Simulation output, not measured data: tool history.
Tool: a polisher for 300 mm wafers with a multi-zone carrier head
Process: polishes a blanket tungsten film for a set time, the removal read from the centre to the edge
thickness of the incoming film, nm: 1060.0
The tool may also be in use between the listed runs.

run,hour,flow of slurry (ml/min),pressure of the head's centre zone,pressure of the head's middle zone,pressure of the head's edge zone,abrasive content of the slurry,polishing time (s),film removed at the wafer's centre (nm),film removed at mid-radius (nm),film removed at the wafer's edge (nm)
1,0,140,1,1,1,1,31,136.01,142.7,139.12
2,1.7,155,0.96,1.06,1,1,31,132.86,151.27,139.91
3,5.1,155,0.96,1.1,1,1,31,132.59,155.92,142.66
4,10.6,165,0.93,1.13,0.97,1.05,31,132.78,165.44,141.18
5,16.7,165,1.01,1.13,0.97,1.05,31,143.89,166.56,139.66
6,24.1,165,0.97,1.15,0.97,1.1,31,142.71,168.77,142.4

Run 7 comes next. What will it give?
7,27.2,165,0.92,1.16,0.96,1.1,31,?,?,?

film removed at the wafer's centre (nm): 131.41
film removed at mid-radius (nm): 171.66
film removed at the wafer's edge (nm): 147.29

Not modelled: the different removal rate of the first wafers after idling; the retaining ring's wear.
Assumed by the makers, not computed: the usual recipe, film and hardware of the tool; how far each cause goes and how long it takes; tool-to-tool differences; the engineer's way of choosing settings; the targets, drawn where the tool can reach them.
